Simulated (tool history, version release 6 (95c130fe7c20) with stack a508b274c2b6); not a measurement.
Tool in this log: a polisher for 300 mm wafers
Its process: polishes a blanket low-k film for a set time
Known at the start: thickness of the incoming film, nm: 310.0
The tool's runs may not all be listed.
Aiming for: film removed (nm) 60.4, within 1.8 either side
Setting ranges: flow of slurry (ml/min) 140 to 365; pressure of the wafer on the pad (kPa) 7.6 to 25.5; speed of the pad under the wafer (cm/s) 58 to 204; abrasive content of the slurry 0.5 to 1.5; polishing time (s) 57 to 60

run	hour	flow of slurry (ml/min)	pressure of the wafer on the pad (kPa)	speed of the pad under the wafer (cm/s)	abrasive content of the slurry	polishing time (s)	film removed (nm)
1	0	235	16.5	130	1	57	38.748
2	7.4	240	18.6	130	1	57	42.865
3	13.5	240	18.6	130	1	60	45.343
4	18.5	240	18.6	130	1	57	42.789
5	21.8	240	18.6	160	1	57	50.27
6	29.2	240	19.3	160	1	57	52.248
7	32.6	240	20	160	1	57	53.767
8	33.5	240	20.7	160	1	57	55.059
9	41.7	245	21.4	160	1	57	56.097
10	45.7	245	22.1	160	1	57	57.411

Of the 5 settings listed for the next run, only one would bring every result within its allowed miss of target. Which one?
A	49.7	260	22.8	146	0.8	59	?
B	49.7	225	20.7	170	0.95	60	?
C	49.7	155	22.8	184	0.6	57	?
D	49.7	240	22.1	152	1.05	57	?
E	49.7	280	21.4	136	1.05	60	?

move	film removed (nm)
A	54.984
B	59.697
C	54.938
D	56.906
E	54.186
A: the biggest miss grows against the last run
B: meets every target
C: the biggest miss grows against the last run
D: the biggest miss grows against the last run
E: the biggest miss grows against the last run
The move that meets every target is B.
